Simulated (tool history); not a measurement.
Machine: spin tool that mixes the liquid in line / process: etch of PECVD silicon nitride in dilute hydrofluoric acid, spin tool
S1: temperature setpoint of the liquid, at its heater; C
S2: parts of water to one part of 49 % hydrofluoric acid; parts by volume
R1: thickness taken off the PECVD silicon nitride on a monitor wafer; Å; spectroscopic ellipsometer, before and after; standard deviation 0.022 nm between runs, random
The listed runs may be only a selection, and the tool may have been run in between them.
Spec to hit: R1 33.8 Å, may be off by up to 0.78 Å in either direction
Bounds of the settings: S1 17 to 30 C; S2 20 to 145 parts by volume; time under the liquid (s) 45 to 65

{"run": 1, "hour": 0.0, "S1": 22, "S2": 80, "time under the liquid (s)": 65, "R1": 21.288}
{"run": 2, "hour": 2.6, "S1": 22, "S2": 80, "time under the liquid (s)": 65, "R1": 21.226}
{"run": 3, "hour": 9.9, "S1": 23, "S2": 80, "time under the liquid (s)": 65, "R1": 22.579}
{"run": 4, "hour": 13.5, "S1": 24, "S2": 80, "time under the liquid (s)": 65, "R1": 24.397}
{"run": 5, "hour": 15.2, "S1": 25, "S2": 80, "time under the liquid (s)": 65, "R1": 26.248}
{"run": 6, "hour": 17.7, "S1": 25, "S2": 80, "time under the liquid (s)": 65, "R1": 26.237}
{"run": 7, "hour": 25.4, "S1": 25.5, "S2": 80, "time under the liquid (s)": 65, "R1": 26.831}
{"run": 8, "hour": 32.7, "S1": 26, "S2": 80, "time under the liquid (s)": 65, "R1": 27.943}
{"run": 9, "hour": 39.4, "S1": 26.5, "S2": 80, "time under the liquid (s)": 65, "R1": 28.639}
{"run": 10, "hour": 40.9, "S1": 27, "S2": 80, "time under the liquid (s)": 65, "R1": 29.586}
{"run": 11, "hour": 45.7, "S1": 27.5, "S2": 80, "time under the liquid (s)": 65, "R1": 30.974}
{"run": 12, "hour": 46.8, "S1": 28, "S2": 80, "time under the liquid (s)": 65, "R1": 31.428}
{"run": 13, "hour": 49.6, "S1": 28.5, "S2": 80, "time under the liquid (s)": 65, "R1": 32.573}
{"hour": 58.5, "done": "hydrofluoric acid flow meter replaced"}
{"run": 14, "hour": 58.5, "S1": 29, "S2": 80, "time under the liquid (s)": 65, "R1": 36.168}
{"run": 15, "hour": 61.5, "S1": 28.5, "S2": 80, "time under the liquid (s)": 65, "R1": 34.565}

Which single option among these 4 for the next run brings every result within its allowed miss of target? Just one does.
{"run": "A", "hour": 64.5, "S1": 26.5, "S2": 55, "time under the liquid (s)": 50, "R1": "?"}
{"run": "B", "hour": 64.5, "S1": 29, "S2": 75, "time under the liquid (s)": 60, "R1": "?"}
{"run": "C", "hour": 64.5, "S1": 30, "S2": 85, "time under the liquid (s)": 65, "R1": "?"}
{"run": "D", "hour": 64.5, "S1": 30, "S2": 80, "time under the liquid (s)": 60, "R1": "?"}

move=A R1=34.016
move=B R1=35.325
move=C R1=35.989
move=D R1=35.3
A: meets every target
B: misses by more than the last run did
C: misses by more than the last run did
D: misses by more than the last run did
The right move is A.

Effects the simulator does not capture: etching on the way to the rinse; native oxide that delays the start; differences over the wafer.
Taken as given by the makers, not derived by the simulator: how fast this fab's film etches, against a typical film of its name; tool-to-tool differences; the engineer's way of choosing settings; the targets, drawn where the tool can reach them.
